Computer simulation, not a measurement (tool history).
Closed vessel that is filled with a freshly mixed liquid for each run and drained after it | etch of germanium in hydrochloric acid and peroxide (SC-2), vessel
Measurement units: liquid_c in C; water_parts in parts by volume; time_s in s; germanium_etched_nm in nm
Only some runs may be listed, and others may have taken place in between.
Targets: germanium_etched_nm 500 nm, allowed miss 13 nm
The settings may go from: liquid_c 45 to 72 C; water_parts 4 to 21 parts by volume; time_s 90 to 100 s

Run 1, hour 0: liquid_c 61 C, water_parts 11.5 parts by volume, time_s 90 s. Result: germanium_etched_nm 364.01 nm.
Run 2, hour 0.9: liquid_c 61 C, water_parts 11.5 parts by volume, time_s 90 s. Result: germanium_etched_nm 364.86 nm.
Run 3, hour 2.4: liquid_c 65.5 C, water_parts 11.5 parts by volume, time_s 90 s. Result: germanium_etched_nm 412.13 nm.
Run 4, hour 4: liquid_c 66.5 C, water_parts 11.5 parts by volume, time_s 90 s. Result: germanium_etched_nm 421.37 nm.
Run 5, hour 7.8: liquid_c 66.5 C, water_parts 11.5 parts by volume, time_s 100 s. Result: germanium_etched_nm 473.75 nm.
Run 6, hour 15.2: liquid_c 72 C, water_parts 11.5 parts by volume, time_s 100 s. Result: germanium_etched_nm 539.48 nm.
Run 7, hour 21.1: liquid_c 71.5 C, water_parts 11.5 parts by volume, time_s 100 s. Result: germanium_etched_nm 536.49 nm.
Run 8, hour 24.4: liquid_c 71 C, water_parts 11.5 parts by volume, time_s 100 s. Result: germanium_etched_nm 527.57 nm.
Run 9, hour 32.9: liquid_c 70.5 C, water_parts 11.5 parts by volume, time_s 100 s. Result: germanium_etched_nm 528.38 nm.
Run 10, hour 37.9: liquid_c 70 C, water_parts 11.5 parts by volume, time_s 100 s. Result: germanium_etched_nm 517.43 nm.

Below are 4 possible settings for the next run. Only one of them brings all results inside the allowed miss of their targets. Which is it?
Run A, hour 42.9: liquid_c 68.5 C, water_parts 7.5 parts by volume, time_s 95 s. Result: germanium_etched_nm ?.
Run B, hour 42.9: liquid_c 70.5 C, water_parts 11 parts by volume, time_s 100 s. Result: germanium_etched_nm ?.
Run C, hour 42.9: liquid_c 70.5 C, water_parts 15.5 parts by volume, time_s 95 s. Result: germanium_etched_nm ?.
Run D, hour 42.9: liquid_c 71.5 C, water_parts 9.5 parts by volume, time_s 95 s. Result: germanium_etched_nm ?.

move  germanium_etched_nm
   A               497.78
   B               531.17
   C               476.62
   D               528.37
A: hits every target within its allowed miss
B: further off than the last run
C: pushes the last run's worst result past its target
D: further off than the last run
Correct choice: A, which meets every target

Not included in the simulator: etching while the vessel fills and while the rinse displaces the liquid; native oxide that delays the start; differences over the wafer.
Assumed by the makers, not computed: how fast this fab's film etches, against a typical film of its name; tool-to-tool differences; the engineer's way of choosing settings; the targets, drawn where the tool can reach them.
